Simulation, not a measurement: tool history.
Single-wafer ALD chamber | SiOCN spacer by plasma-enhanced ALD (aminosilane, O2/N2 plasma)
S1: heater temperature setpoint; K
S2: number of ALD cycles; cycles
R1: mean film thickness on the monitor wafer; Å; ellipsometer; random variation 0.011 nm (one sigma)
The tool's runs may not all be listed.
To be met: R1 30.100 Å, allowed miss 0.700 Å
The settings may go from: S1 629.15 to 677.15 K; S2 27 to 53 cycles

run	hour	S1	S2	R1
1	0.0	653.15	40	25.142
2	7.6	646.15	40	25.084
3	16.4	654.15	40	24.991
4	21.7	654.15	42	26.286
# hour 23.1: thermocouple changed; heater temperature recalibrated
5	23.1	654.15	38	23.586
6	30.0	654.15	40	24.908
7	37.7	654.15	42	26.220
8	38.5	654.15	43	26.885
9	39.9	654.15	44	27.414
10	42.3	654.15	45	28.242
11	45.2	654.15	46	28.633
12	51.1	654.15	46	28.872

Which of these 5 next moves meets every target?
A	57.0	666.15	51	?
B	57.0	658.15	46	?
C	57.0	657.15	46	?
D	57.0	662.15	48	?
E	57.0	662.15	44	?

move	R1
A	31.886
B	28.760
C	28.760
D	30.010
E	27.509
A: takes the result that was furthest off past its target
B: further off than the last run
C: further off than the last run
D: meets every target
E: further off than the last run
Move D is the one to make.
